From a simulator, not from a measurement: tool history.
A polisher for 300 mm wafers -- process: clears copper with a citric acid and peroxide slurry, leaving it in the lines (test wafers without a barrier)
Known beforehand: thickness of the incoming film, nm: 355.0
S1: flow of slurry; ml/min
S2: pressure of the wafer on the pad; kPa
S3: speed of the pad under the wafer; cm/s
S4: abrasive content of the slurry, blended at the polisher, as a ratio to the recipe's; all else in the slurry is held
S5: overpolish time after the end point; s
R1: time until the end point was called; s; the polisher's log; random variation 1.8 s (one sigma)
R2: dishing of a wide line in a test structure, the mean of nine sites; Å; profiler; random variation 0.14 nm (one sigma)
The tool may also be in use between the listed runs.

run	day	S1	S2	S3	S4	S5	R1	R2
1	0.000	125	23.4	90	1.0	10	152.05	167.92
2	0.167	155	23.4	90	1.0	10	144.94	171.55
3	0.342	160	24.1	90	1.0	9	142.58	162.46
4	0.592	165	24.8	90	1.0	8	140.67	149.15
5	0.904	150	24.8	90	1.0	8	139.15	152.06
6	1.200	150	26.9	90	1.0	8	126.70	160.23
7	1.429	150	27.6	90	1.0	7	125.24	145.24

Expected results for the next run?
8	1.800	150	28.3	90	1.0	7	?	?

{"run 8": {"R1": 119.85, "R2": 146.27}}
